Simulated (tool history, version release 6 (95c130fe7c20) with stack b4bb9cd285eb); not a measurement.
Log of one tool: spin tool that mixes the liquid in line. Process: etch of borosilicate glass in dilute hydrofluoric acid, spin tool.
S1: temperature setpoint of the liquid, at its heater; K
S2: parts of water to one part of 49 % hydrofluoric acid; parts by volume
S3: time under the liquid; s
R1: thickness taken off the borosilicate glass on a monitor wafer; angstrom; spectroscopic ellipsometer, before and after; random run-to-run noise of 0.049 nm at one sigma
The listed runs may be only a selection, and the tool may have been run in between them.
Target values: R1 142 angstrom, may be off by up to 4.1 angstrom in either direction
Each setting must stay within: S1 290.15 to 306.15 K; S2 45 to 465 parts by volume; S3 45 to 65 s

Run 1, hour 0: S1 298.15 K, S2 255 parts by volume, S3 65 s. Result: R1 83.901 angstrom.
Run 2, hour 6.5: S1 301.15 K, S2 255 parts by volume, S3 65 s. Result: R1 93.508 angstrom.
Run 3, hour 15: S1 297.65 K, S2 255 parts by volume, S3 65 s. Result: R1 83.038 angstrom.
Run 4, hour 21.7: S1 299.65 K, S2 240 parts by volume, S3 65 s. Result: R1 96.331 angstrom.
Run 5, hour 22.2: S1 301.15 K, S2 230 parts by volume, S3 65 s. Result: R1 106.36 angstrom.
Run 6, hour 29.1: S1 302.15 K, S2 225 parts by volume, S3 65 s. Result: R1 112.88 angstrom.
Run 7, hour 38.1: S1 302.15 K, S2 225 parts by volume, S3 65 s. Result: R1 113.65 angstrom.
Run 8, hour 39.4: S1 303.15 K, S2 220 parts by volume, S3 65 s. Result: R1 121.15 angstrom.
Run 9, hour 42.7: S1 303.65 K, S2 215 parts by volume, S3 65 s. Result: R1 126.28 angstrom.
Run 10, hour 50.6: S1 306.15 K, S2 205 parts by volume, S3 65 s. Result: R1 146.39 angstrom.

Of the 5 settings listed for the next run, only one would bring every result within its allowed miss of target. Which one?
Run A, hour 58.5: S1 306.15 K, S2 200 parts by volume, S3 65 s. Result: R1 ?.
Run B, hour 58.5: S1 304.15 K, S2 190 parts by volume, S3 65 s. Result: R1 ?.
Run C, hour 58.5: S1 306.15 K, S2 210 parts by volume, S3 65 s. Result: R1 ?.
Run D, hour 58.5: S1 306.15 K, S2 180 parts by volume, S3 60 s. Result: R1 ?.
Run E, hour 58.5: S1 304.65 K, S2 190 parts by volume, S3 65 s. Result: R1 ?.

move      R1
   A  150.66
   B  150.11
   C  141.64
   D  158.67
   E  152.71
A: the biggest miss grows against the last run
B: the biggest miss grows against the last run
C: every result lands within tolerance
D: the biggest miss grows against the last run
E: the biggest miss grows against the last run
Correct choice: C, which meets every target
